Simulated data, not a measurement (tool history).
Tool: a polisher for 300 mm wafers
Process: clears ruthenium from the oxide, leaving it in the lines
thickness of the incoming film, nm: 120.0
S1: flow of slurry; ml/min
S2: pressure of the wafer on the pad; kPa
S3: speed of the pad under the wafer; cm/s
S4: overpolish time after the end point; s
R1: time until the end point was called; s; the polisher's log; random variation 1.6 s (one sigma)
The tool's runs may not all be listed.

run	day	S1	S2	S3	S4	R1
1	0	145	18.6	126	5	82.138
2	0.038	145	18.6	126	5	82.831
3	0.338	110	18.6	126	5	90.06
4	0.554	110	18.6	126	5	88.408
5	0.796	110	18.6	146	5	77.668
6	0.992	110	18.6	128	5	87.868

Run 7 comes next. What will it give?
# day 1.346: head pressure recalibrated
7	1.346	105	16.5	126	5	?

{"run 7": {"R1": 91.784}}
